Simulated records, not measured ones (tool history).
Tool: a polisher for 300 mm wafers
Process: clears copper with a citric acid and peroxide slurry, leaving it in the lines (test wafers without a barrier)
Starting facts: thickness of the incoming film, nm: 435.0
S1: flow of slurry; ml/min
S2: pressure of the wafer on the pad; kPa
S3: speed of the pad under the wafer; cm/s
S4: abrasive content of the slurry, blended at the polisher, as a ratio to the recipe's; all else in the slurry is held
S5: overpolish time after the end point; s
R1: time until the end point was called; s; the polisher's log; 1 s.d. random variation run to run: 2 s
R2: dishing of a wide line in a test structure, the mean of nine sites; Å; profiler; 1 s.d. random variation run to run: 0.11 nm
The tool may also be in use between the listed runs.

Run 1, hour 0.0: S1 175 ml/min, S2 26.2 kPa, S3 136 cm/s, S4 1.00, S5 20 s. Result: R1 149.71 s, R2 143.900 Å.
Run 2, hour 6.8: S1 170 ml/min, S2 24.1 kPa, S3 140 cm/s, S4 1.00, S5 18 s. Result: R1 153.79 s, R2 142.550 Å.
Run 3, hour 14.3: S1 185 ml/min, S2 22.8 kPa, S3 136 cm/s, S4 1.00, S5 16 s. Result: R1 161.32 s, R2 131.600 Å.
Run 4, hour 21.4: S1 185 ml/min, S2 22.8 kPa, S3 114 cm/s, S4 1.00, S5 16 s. Result: R1 185.50 s, R2 129.830 Å.
Run 5, hour 22.4: S1 195 ml/min, S2 21.4 kPa, S3 114 cm/s, S4 1.05, S5 15 s. Result: R1 194.22 s, R2 127.780 Å.
Run 6, hour 31.4: S1 205 ml/min, S2 20.0 kPa, S3 116 cm/s, S4 0.95, S5 14 s. Result: R1 202.41 s, R2 122.040 Å.
Run 7, hour 33.4: S1 215 ml/min, S2 19.3 kPa, S3 118 cm/s, S4 0.90, S5 13 s. Result: R1 206.98 s, R2 113.630 Å.
Run 8, hour 39.9: S1 220 ml/min, S2 19.3 kPa, S3 118 cm/s, S4 0.90, S5 12 s. Result: R1 205.06 s, R2 111.650 Å.
Run 9, hour 42.3: S1 225 ml/min, S2 19.3 kPa, S3 118 cm/s, S4 0.90, S5 11 s. Result: R1 203.23 s, R2 107.510 Å.
Run 10, hour 44.0: S1 230 ml/min, S2 19.3 kPa, S3 118 cm/s, S4 0.90, S5 11 s. Result: R1 204.96 s, R2 109.560 Å.
Run 11, hour 47.2: S1 180 ml/min, S2 18.6 kPa, S3 124 cm/s, S4 0.85, S5 6 s. Result: R1 209.15 s, R2 73.788 Å.
Run 12, hour 49.9: S1 185 ml/min, S2 18.6 kPa, S3 124 cm/s, S4 0.85, S5 6 s. Result: R1 210.59 s, R2 71.917 Å.
Run 13, hour 50.7: S1 190 ml/min, S2 18.6 kPa, S3 124 cm/s, S4 0.85, S5 6 s. Result: R1 208.86 s, R2 74.499 Å.
Run 14, hour 56.7: S1 240 ml/min, S2 15.9 kPa, S3 122 cm/s, S4 0.85, S5 16 s. Result: R1 228.39 s, R2 121.780 Å.
Run 15, hour 60.9: S1 235 ml/min, S2 15.9 kPa, S3 124 cm/s, S4 0.85, S5 16 s. Result: R1 225.11 s, R2 120.170 Å.
Run 16, hour 63.6: S1 230 ml/min, S2 15.9 kPa, S3 124 cm/s, S4 0.85, S5 16 s. Result: R1 226.14 s, R2 122.590 Å.
Run 17, hour 68.0: S1 220 ml/min, S2 16.5 kPa, S3 124 cm/s, S4 0.85, S5 16 s. Result: R1 225.98 s, R2 124.170 Å.
Run 18, hour 76.8: S1 215 ml/min, S2 17.2 kPa, S3 126 cm/s, S4 0.80, S5 16 s. Result: R1 211.99 s, R2 124.120 Å.
Run 19, hour 81.7: S1 205 ml/min, S2 17.2 kPa, S3 128 cm/s, S4 0.80, S5 16 s. Result: R1 213.94 s, R2 124.910 Å.
Run 20, hour 89.2: S1 200 ml/min, S2 17.2 kPa, S3 130 cm/s, S4 0.80, S5 15 s. Result: R1 214.90 s, R2 122.380 Å.
Run 21, hour 92.1: S1 200 ml/min, S2 16.5 kPa, S3 132 cm/s, S4 0.85, S5 15 s. Result: R1 215.06 s, R2 123.770 Å.

The next listed run, before its measurement:
Run 22, hour 95.6: S1 200 ml/min, S2 17.2 kPa, S3 130 cm/s, S4 0.80, S5 15 s. Result: R1 ?, R2 ?.

Run 22 yielded R1 214.13 s, R2 121.880 Å.
